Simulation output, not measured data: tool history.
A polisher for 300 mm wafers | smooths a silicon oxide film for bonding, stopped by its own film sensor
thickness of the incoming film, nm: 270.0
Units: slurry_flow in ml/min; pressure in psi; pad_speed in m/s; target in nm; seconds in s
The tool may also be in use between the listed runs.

run,hour,slurry_flow,pressure,pad_speed,slurry_solids,target,seconds
1,0.0,305,2.1,0.74,1.0,216,76.835
2,5.5,275,2.1,0.74,1.0,216,74.791
3,13.4,275,1.7,0.74,1.0,216,90.854
4,14.5,275,1.7,0.74,1.1,216,88.227
5,20.9,275,1.6,0.74,1.1,216,92.379
6,29.2,275,1.6,0.74,1.1,216,91.877
7,36.9,275,1.5,0.74,1.1,216,97.788
8,45.9,275,1.4,0.74,1.1,216,103.620

The next listed run, before its measurement:
9,52.4,275,1.1,0.72,1.1,216,?

seconds: 131.390 s
